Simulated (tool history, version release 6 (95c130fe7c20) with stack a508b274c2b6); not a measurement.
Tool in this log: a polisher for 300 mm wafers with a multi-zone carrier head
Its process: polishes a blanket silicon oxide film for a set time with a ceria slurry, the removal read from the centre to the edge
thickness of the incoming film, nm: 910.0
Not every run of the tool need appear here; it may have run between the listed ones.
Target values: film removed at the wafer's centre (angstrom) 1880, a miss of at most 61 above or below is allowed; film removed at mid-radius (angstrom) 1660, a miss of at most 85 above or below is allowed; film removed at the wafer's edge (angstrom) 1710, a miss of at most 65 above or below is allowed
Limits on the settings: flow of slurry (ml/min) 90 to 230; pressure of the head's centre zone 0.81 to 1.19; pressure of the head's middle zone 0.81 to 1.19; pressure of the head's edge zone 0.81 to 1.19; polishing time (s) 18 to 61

run	day	flow of slurry (ml/min)	pressure of the head's centre zone	pressure of the head's middle zone	pressure of the head's edge zone	polishing time (s)	film removed at the wafer's centre (angstrom)	film removed at mid-radius (angstrom)	film removed at the wafer's edge (angstrom)
1	0	150	1	1	1	39	2709.8	2670.5	2656.5
2	0.15	150	1	0.98	0.97	36	2504.9	2486.6	2455.9
3	0.471	145	1.02	0.96	0.96	33	2344.1	2217.9	2264.3
4	0.712	145	1.03	0.95	0.94	31	2206	2085.7	2117.8
5	0.921	140	1.04	0.94	0.92	30	2142.7	1965.2	1994.8
6	1.254	140	1.04	0.94	0.92	23	1644.2	1515.1	1539.8
7	1.325	150	1.05	0.94	0.93	23	1682.2	1541.7	1573.2
8	1.367	190	1.1	0.94	0.98	23	1882.6	1617.1	1643.9
9	1.504	190	1.09	0.94	0.99	23	1799.9	1593.9	1634.8

Next run, 5 choices. One meets every target within its allowed miss, the rest don't. Which?
A	1.642	145	1.12	0.98	1.03	24	?	?	?
B	1.642	205	1.17	0.98	0.92	22	?	?	?
C	1.642	220	0.94	1	1.08	24	?	?	?
D	1.642	180	1.17	0.91	0.92	23	?	?	?
E	1.642	225	1.13	0.96	1.05	21	?	?	?

move	film removed at the wafer's centre (angstrom)	film removed at mid-radius (angstrom)	film removed at the wafer's edge (angstrom)
A	1846.8	1618.8	1694.7
B	1879.3	1565.9	1530.8
C	1661.7	1755.4	1816.2
D	1923.6	1510.5	1580.3
E	1755.3	1486.9	1571.1
A: all results in spec
B: brings the result that was furthest off to its target, and leaves another outside
C: its largest miss is bigger than the last run's
D: brings the result that was furthest off to its target, and leaves another outside
E: its largest miss is bigger than the last run's
Go with A: it meets all targets.

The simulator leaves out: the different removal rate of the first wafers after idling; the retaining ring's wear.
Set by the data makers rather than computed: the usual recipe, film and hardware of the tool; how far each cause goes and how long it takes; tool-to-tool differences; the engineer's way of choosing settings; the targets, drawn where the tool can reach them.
